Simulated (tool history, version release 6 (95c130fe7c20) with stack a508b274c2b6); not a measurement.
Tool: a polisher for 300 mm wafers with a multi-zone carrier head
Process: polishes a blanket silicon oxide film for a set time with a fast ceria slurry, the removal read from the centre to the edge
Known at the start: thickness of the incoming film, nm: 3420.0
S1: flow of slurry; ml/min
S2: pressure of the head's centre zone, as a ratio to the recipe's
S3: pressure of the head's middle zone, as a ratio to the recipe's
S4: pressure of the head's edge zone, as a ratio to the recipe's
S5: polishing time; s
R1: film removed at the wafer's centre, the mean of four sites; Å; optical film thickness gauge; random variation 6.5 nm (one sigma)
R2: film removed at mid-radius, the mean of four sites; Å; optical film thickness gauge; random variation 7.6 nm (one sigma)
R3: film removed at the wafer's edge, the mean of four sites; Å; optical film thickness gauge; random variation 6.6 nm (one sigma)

| run | hour | S1 | S2 | S3 | S4 | S5 | R1 | R2 | R3 |
|---|---|---|---|---|---|---|---|---|---|
| 1 | 0 | 235 | 1 | 1 | 1 | 71 | 9009.3 | 9266 | 9523.8 |
| 2 | 4.5 | 210 | 1 | 1 | 1 | 71 | 8955.6 | 9056 | 9417.9 |
| 3 | 7.4 | 200 | 1 | 0.98 | 0.97 | 62 | 7571.2 | 7575.3 | 8199.7 |
| 4 | 10.2 | 210 | 1.03 | 0.98 | 0.95 | 55 | 7185.1 | 6935 | 7146.6 |
| 5 | 17.1 | 210 | 1 | 0.98 | 0.95 | 55 | 6974.7 | 6897.2 | 7122.9 |
| 6 | 20.3 | 220 | 1 | 0.95 | 0.93 | 52 | 6535.3 | 6414.1 | 6631.5 |

Run 7 comes next. What will it give?
| 7 | 27.7 | 220 | 1 | 0.92 | 0.91 | 51 | ? | ? | ? |

Run 7 gave R1 6411.8 Å, R2 6064.7 Å, R3 6461.4 Å.
